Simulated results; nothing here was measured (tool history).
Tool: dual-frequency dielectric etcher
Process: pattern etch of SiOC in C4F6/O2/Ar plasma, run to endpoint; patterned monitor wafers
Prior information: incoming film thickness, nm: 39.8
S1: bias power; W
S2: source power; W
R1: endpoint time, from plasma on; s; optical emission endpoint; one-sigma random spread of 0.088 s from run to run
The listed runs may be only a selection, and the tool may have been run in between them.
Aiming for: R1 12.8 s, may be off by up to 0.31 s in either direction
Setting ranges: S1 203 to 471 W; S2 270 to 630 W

run  hour   S1   S2      R1
  1     0  337  450  14.926
  2     1  353  460  14.546
  3   7.3  312  460  15.176
  4   8.3  331  470  14.742
  5    17  347  480  14.427
  6  23.8  298  480  14.871
  7  24.6  313  490  14.627
  8  27.2  328  500  14.364
  9  28.8  342  510   13.83
 10  29.9  351  510  13.833
 11  34.3  360  510  13.541
 12  42.3  366  510  13.547

Next run, 4 choices. One meets every target within its allowed miss, the rest don't. Which?
  A  50.3  366  490   ?
  B  50.3  402  490   ?
  C  50.3  349  580   ?
  D  50.3  338  470   ?

move      R1
   A  13.818
   B  13.382
   C  12.817
   D  14.532
A: lands further from the targets than the last run did
B: moves toward the targets from the last run without getting all of them in spec
C: each result inside its tolerance
D: lands further from the targets than the last run did
C is the move that brings every result within its allowed miss.
